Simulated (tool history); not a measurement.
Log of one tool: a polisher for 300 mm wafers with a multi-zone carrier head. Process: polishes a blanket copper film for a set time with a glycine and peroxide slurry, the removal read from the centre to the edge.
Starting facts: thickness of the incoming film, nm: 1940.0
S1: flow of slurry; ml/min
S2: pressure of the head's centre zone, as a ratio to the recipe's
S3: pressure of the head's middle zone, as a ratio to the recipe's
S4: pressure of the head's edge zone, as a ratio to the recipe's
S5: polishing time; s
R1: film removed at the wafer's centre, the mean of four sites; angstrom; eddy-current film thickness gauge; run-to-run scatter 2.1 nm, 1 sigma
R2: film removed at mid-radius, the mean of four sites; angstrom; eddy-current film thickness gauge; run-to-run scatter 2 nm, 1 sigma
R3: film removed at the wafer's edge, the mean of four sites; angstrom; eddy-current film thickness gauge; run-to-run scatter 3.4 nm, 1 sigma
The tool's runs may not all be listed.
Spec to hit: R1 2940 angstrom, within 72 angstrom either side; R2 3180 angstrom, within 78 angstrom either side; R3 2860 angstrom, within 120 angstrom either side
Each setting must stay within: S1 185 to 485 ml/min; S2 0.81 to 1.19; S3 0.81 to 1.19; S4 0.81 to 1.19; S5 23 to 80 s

Run 1, hour 0: S1 310 ml/min, S2 1, S3 1, S4 1, S5 51 s. Result: R1 2749.4 angstrom, R2 2715.5 angstrom, R3 2723.9 angstrom.
Run 2, hour 2.4: S1 330 ml/min, S2 1.01, S3 1.04, S4 1.01, S5 51 s. Result: R1 2783.2 angstrom, R2 2832.6 angstrom, R3 2727.9 angstrom.
Run 3, hour 8.8: S1 330 ml/min, S2 0.94, S3 1.04, S4 1.01, S5 51 s. Result: R1 2583.4 angstrom, R2 2841 angstrom, R3 2698.3 angstrom.
Run 4, hour 9.9: S1 400 ml/min, S2 0.94, S3 1.04, S4 1.01, S5 51 s. Result: R1 2681.3 angstrom, R2 2885.9 angstrom, R3 2757 angstrom.
Run 5, hour 15.3: S1 410 ml/min, S2 0.96, S3 1.06, S4 1.02, S5 51 s. Result: R1 2721.3 angstrom, R2 2917.9 angstrom, R3 2828.8 angstrom.
Run 6, hour 20.2: S1 410 ml/min, S2 1.02, S3 1.06, S4 1.02, S5 51 s. Result: R1 2876.1 angstrom, R2 2934.1 angstrom, R3 2751.2 angstrom.
Run 7, hour 23.2: S1 415 ml/min, S2 1.02, S3 1.08, S4 1.03, S5 51 s. Result: R1 2876.2 angstrom, R2 2983.9 angstrom, R3 2827.6 angstrom.
Run 8, hour 24.4: S1 420 ml/min, S2 1.02, S3 1.1, S4 1.03, S5 51 s. Result: R1 2867.9 angstrom, R2 3030.5 angstrom, R3 2780.2 angstrom.
Run 9, hour 33.1: S1 425 ml/min, S2 1.02, S3 1.11, S4 1.04, S5 51 s. Result: R1 2859.2 angstrom, R2 3078.2 angstrom, R3 2868.1 angstrom.
Run 10, hour 34.1: S1 430 ml/min, S2 1.03, S3 1.12, S4 1.03, S5 51 s. Result: R1 2885.4 angstrom, R2 3050 angstrom, R3 2815.4 angstrom.

Of the 5 settings listed for the next run, only one would bring every result within its allowed miss of target. Which one?
Run A, hour 35.1: S1 470 ml/min, S2 1.02, S3 1.15, S4 1.05, S5 55 s. Result: R1 ?, R2 ?, R3 ?.
Run B, hour 35.1: S1 430 ml/min, S2 0.91, S3 1.09, S4 1.17, S5 54 s. Result: R1 ?, R2 ?, R3 ?.
Run C, hour 35.1: S1 390 ml/min, S2 1.07, S3 1.19, S4 1.13, S5 50 s. Result: R1 ?, R2 ?, R3 ?.
Run D, hour 35.1: S1 485 ml/min, S2 1.12, S3 1.12, S4 0.95, S5 50 s. Result: R1 ?, R2 ?, R3 ?.
Run E, hour 35.1: S1 485 ml/min, S2 1.05, S3 1.18, S4 0.98, S5 53 s. Result: R1 ?, R2 ?, R3 ?.

move      R1      R2      R3
   A  3138.4    3381  3048.7
   B  2754.8  3152.4  3150.1
   C  2940.2  3122.8  2844.8
   D  3117.9  3009.5  2645.9
   E  3113.9  3337.8  2844.1
A: pushes the last run's worst result past its target
B: puts the biggest miss on target and leaves a different result outside tolerance
C: in spec on every target
D: its largest miss is bigger than the last run's
E: pushes the last run's worst result past its target
Correct choice: C, which meets every target
